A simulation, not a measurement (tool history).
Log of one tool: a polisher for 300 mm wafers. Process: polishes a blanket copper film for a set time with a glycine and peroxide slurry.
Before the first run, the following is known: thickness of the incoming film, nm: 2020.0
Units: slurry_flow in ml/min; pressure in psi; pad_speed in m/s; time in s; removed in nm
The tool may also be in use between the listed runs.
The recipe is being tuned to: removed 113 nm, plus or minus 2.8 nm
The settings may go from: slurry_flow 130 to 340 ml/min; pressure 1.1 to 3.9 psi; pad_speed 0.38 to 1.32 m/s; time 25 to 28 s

Run 1, hour 0: slurry_flow 220 ml/min, pressure 2.5 psi, pad_speed 0.84 m/s, time 28 s. Result: removed 127.7 nm.
Run 2, hour 3.6: slurry_flow 215 ml/min, pressure 2.4 psi, pad_speed 0.84 m/s, time 28 s. Result: removed 125.07 nm.
Run 3, hour 4.2: slurry_flow 215 ml/min, pressure 2.3 psi, pad_speed 0.84 m/s, time 28 s. Result: removed 121.28 nm.
Run 4, hour 7.8: slurry_flow 215 ml/min, pressure 2.3 psi, pad_speed 0.92 m/s, time 28 s. Result: removed 127.72 nm.
Run 5, hour 15.7: slurry_flow 215 ml/min, pressure 2.2 psi, pad_speed 0.92 m/s, time 28 s. Result: removed 124.77 nm.
At hour 17.7: slurry nozzle cleaned.
Run 6, hour 17.7: slurry_flow 215 ml/min, pressure 2.6 psi, pad_speed 0.92 m/s, time 28 s. Result: removed 146.79 nm.
Run 7, hour 18.8: slurry_flow 215 ml/min, pressure 2.5 psi, pad_speed 0.92 m/s, time 28 s. Result: removed 145.43 nm.
Run 8, hour 27.6: slurry_flow 215 ml/min, pressure 2.4 psi, pad_speed 0.92 m/s, time 28 s. Result: removed 140.3 nm.
Run 9, hour 36.1: slurry_flow 215 ml/min, pressure 2.3 psi, pad_speed 0.92 m/s, time 28 s. Result: removed 137.78 nm.
Run 10, hour 40.6: slurry_flow 215 ml/min, pressure 2.2 psi, pad_speed 0.92 m/s, time 28 s. Result: removed 134.24 nm.
Run 11, hour 45.4: slurry_flow 215 ml/min, pressure 2.1 psi, pad_speed 0.92 m/s, time 28 s. Result: removed 131.64 nm.
Run 12, hour 51.9: slurry_flow 195 ml/min, pressure 1.5 psi, pad_speed 0.92 m/s, time 28 s. Result: removed 108.91 nm.

Pick the move, out of 5, that brings all results within their allowed miss; only one does.
Run A, hour 58.4: slurry_flow 235 ml/min, pressure 1.9 psi, pad_speed 0.8 m/s, time 26 s. Result: removed ?.
Run B, hour 58.4: slurry_flow 215 ml/min, pressure 1.7 psi, pad_speed 0.86 m/s, time 25 s. Result: removed ?.
Run C, hour 58.4: slurry_flow 290 ml/min, pressure 1.5 psi, pad_speed 0.9 m/s, time 26 s. Result: removed ?.
Run D, hour 58.4: slurry_flow 205 ml/min, pressure 1.8 psi, pad_speed 0.9 m/s, time 27 s. Result: removed ?.
Run E, hour 58.4: slurry_flow 175 ml/min, pressure 1.6 psi, pad_speed 1 m/s, time 25 s. Result: removed ?.

move  removed
   A   107.11
   B   100.38
   C   104.15
   D   113.76
   E   103.35
A: moves away from the targets compared with the last run
B: moves away from the targets compared with the last run
C: moves away from the targets compared with the last run
D: all results land within tolerance of their targets
E: moves away from the targets compared with the last run
Go with D: it meets all targets.
